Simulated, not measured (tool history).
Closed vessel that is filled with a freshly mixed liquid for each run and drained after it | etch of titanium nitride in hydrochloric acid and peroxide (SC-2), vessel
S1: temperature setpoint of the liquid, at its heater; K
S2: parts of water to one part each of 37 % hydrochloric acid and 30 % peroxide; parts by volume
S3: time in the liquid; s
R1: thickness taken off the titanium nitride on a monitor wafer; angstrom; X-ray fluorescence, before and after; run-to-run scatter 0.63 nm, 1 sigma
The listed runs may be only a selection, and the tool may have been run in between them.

run,hour,S1,S2,S3,R1
1,0,323.15,5.5,1775,735.56
2,3.7,324.65,5.5,1775,796
3,9.6,324.65,4.5,1775,935.24
4,13.3,324.65,4.5,1775,926.24
5,20.4,325.15,4.5,1775,956.59
6,23.5,322.15,4.5,1775,789.16
7,32.4,323.15,4.5,1775,831.46
# hour 35.9: chemicals flow meter replaced
8,35.9,324.15,4.5,1775,836.78

Forecast run 9:
9,37.3,325.15,4.5,1775,?

{"run 9": {"R1": 899.45}}
